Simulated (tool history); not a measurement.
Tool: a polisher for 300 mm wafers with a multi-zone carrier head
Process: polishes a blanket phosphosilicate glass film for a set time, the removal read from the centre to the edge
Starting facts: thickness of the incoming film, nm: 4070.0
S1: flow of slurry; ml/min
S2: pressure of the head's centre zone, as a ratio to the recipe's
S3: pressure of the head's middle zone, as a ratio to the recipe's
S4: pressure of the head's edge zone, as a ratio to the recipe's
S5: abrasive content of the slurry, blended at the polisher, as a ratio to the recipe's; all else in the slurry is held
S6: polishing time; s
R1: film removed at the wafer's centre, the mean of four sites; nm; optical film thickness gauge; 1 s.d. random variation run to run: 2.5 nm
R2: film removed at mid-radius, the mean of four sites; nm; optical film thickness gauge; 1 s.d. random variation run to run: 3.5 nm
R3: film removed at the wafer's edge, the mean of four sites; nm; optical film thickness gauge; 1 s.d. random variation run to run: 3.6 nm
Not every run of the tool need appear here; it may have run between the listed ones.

run,hour,S1,S2,S3,S4,S5,S6,R1,R2,R3
1,0,295,1,1,1,1,89,655.02,656.93,662.04
2,2.7,295,0.94,1,1,1,89,624.31,667.62,668.22
3,8.8,295,0.95,1,0.98,0.95,86,595.43,618.78,631.95
4,13.5,295,0.96,1.02,0.96,0.9,83,558.76,584.58,570.64
5,22,295,0.96,1.02,0.94,0.85,82,529.81,563.53,538.85
6,27.3,295,0.96,1.02,0.94,0.7,82,463.33,485.29,473.15
7,30.3,300,1,1,0.84,0.5,81,339.21,340.07,319.16

Run 8 is up next; what results do you expect?
8,32.5,300,1.01,1.01,0.85,0.5,81,?,?,?

Run 8 gave R1 347.37 nm, R2 343.97 nm, R3 315.98 nm.
